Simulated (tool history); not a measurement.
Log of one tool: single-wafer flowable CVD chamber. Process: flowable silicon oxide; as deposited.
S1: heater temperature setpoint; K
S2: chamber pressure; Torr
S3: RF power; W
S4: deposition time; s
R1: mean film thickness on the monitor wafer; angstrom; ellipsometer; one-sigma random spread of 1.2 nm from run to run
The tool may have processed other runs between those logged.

{"run": 1, "hour": 0.0, "S1": 373.15, "S2": 1.01, "S3": 2615, "S4": 373, "R1": 3399.9}
{"run": 2, "hour": 5.1, "S1": 373.15, "S2": 1.08, "S3": 2615, "S4": 373, "R1": 3603.3}
{"run": 3, "hour": 13.1, "S1": 373.15, "S2": 1.08, "S3": 2755, "S4": 373, "R1": 3617.7}
{"run": 4, "hour": 18.1, "S1": 374.15, "S2": 1.08, "S3": 2755, "S4": 373, "R1": 3479.8}
{"run": 5, "hour": 23.3, "S1": 375.15, "S2": 1.08, "S3": 2755, "S4": 373, "R1": 3330.4}
{"run": 6, "hour": 26.5, "S1": 375.15, "S2": 1.08, "S3": 3000, "S4": 373, "R1": 3372.6}
{"run": 7, "hour": 32.6, "S1": 376.15, "S2": 1.08, "S3": 3000, "S4": 373, "R1": 3243.2}
{"run": 8, "hour": 37.7, "S1": 376.15, "S2": 1.08, "S3": 3000, "S4": 373, "R1": 3207.1}
{"run": 9, "hour": 39.4, "S1": 377.15, "S2": 1.08, "S3": 3000, "S4": 373, "R1": 3131.2}

What does the tool deliver on the next run?
{"run": 10, "hour": 47.9, "S1": 378.15, "S2": 1.08, "S3": 3000, "S4": 373, "R1": "?"}

Run 10 measured R1 2998.4 angstrom.
